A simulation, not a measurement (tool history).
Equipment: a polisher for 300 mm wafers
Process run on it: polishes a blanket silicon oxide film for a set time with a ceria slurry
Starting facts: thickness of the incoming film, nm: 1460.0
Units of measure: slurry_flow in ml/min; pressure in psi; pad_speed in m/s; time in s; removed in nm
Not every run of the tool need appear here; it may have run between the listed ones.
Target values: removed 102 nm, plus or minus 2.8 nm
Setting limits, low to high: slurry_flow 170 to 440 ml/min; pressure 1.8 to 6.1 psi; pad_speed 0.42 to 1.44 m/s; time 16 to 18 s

{"run": 1, "day": 0.0, "slurry_flow": 280, "pressure": 3.9, "pad_speed": 0.92, "time": 18, "removed": 76.076}
{"run": 2, "day": 0.225, "slurry_flow": 280, "pressure": 3.9, "pad_speed": 0.92, "time": 16, "removed": 67.364}
{"run": 3, "day": 0.575, "slurry_flow": 280, "pressure": 3.9, "pad_speed": 0.92, "time": 18, "removed": 75.896}
{"run": 4, "day": 0.796, "slurry_flow": 280, "pressure": 4.1, "pad_speed": 0.92, "time": 18, "removed": 79.379}
{"run": 5, "day": 0.883, "slurry_flow": 280, "pressure": 4.3, "pad_speed": 0.92, "time": 18, "removed": 83.401}
{"run": 6, "day": 1.05, "slurry_flow": 280, "pressure": 4.5, "pad_speed": 0.92, "time": 18, "removed": 86.12}
{"run": 7, "day": 1.254, "slurry_flow": 280, "pressure": 4.7, "pad_speed": 0.92, "time": 18, "removed": 89.25}
{"run": 8, "day": 1.442, "slurry_flow": 280, "pressure": 4.8, "pad_speed": 0.92, "time": 18, "removed": 92.235}
{"run": 9, "day": 1.483, "slurry_flow": 280, "pressure": 4.9, "pad_speed": 0.92, "time": 18, "removed": 93.175}
{"run": 10, "day": 1.612, "slurry_flow": 280, "pressure": 5, "pad_speed": 0.92, "time": 18, "removed": 96.303}
{"run": 11, "day": 1.896, "slurry_flow": 280, "pressure": 5.1, "pad_speed": 0.92, "time": 18, "removed": 97.264}

Exercise: of the 5 proposed moves below, exactly one satisfies all targets within the stated allowed misses. Which move is it?
{"run": "A", "day": 2.179, "slurry_flow": 270, "pressure": 5.2, "pad_speed": 0.9, "time": 18, "removed": "?"}
{"run": "B", "day": 2.179, "slurry_flow": 325, "pressure": 4.6, "pad_speed": 0.98, "time": 17, "removed": "?"}
{"run": "C", "day": 2.179, "slurry_flow": 255, "pressure": 5.4, "pad_speed": 0.88, "time": 17, "removed": "?"}
{"run": "D", "day": 2.179, "slurry_flow": 225, "pressure": 5, "pad_speed": 1.12, "time": 16, "removed": "?"}
{"run": "E", "day": 2.179, "slurry_flow": 360, "pressure": 4.8, "pad_speed": 0.94, "time": 17, "removed": "?"}

move=A removed=97.774
move=B removed=90.31
move=C removed=93.304
move=D removed=101.87
move=E removed=91.096
A: nearer than the last run, and not there yet
B: misses by more than the last run did
C: misses by more than the last run did
D: hits every target within its allowed miss
E: misses by more than the last run did
Correct choice: D, which meets every target
